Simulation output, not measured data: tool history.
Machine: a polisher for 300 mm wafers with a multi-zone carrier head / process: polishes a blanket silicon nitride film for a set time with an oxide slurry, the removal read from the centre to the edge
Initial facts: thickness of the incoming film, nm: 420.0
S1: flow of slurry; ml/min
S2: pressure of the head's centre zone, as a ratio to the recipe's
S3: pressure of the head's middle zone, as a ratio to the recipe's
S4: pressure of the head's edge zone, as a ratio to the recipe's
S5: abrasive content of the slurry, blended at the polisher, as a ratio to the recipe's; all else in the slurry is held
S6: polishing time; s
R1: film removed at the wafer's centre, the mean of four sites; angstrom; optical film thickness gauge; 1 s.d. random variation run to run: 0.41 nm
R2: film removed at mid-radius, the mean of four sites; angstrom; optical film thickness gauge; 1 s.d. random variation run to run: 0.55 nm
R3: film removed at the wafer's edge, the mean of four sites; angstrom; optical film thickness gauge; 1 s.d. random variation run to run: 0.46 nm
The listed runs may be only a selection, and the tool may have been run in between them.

run,day,S1,S2,S3,S4,S5,S6,R1,R2,R3
1,0.000,275,1.00,1.00,1.00,1.00,53,242.91,247.01,246.66
2,0.125,275,1.00,1.00,1.04,1.00,53,246.91,249.28,255.99
3,0.325,275,0.96,1.02,1.08,1.15,56,256.66,279.75,286.07
4,0.383,270,0.94,1.02,1.11,1.25,60,280.63,311.55,314.42
5,0.525,270,0.94,1.02,1.11,1.25,70,323.47,353.52,365.89
6,0.662,275,0.91,1.02,1.14,1.35,71,322.27,377.42,392.87
7,0.700,280,0.91,1.02,1.16,1.40,71,324.77,374.47,404.11
8,0.950,280,0.91,1.04,1.17,1.45,71,335.82,393.38,404.69

Estimate the outcome of run 9 from the log above:
9,1.138,280,0.90,1.04,1.18,1.45,71,?,?,?

Run 9 gave R1 331.68 angstrom, R2 396.04 angstrom, R3 406.23 angstrom.
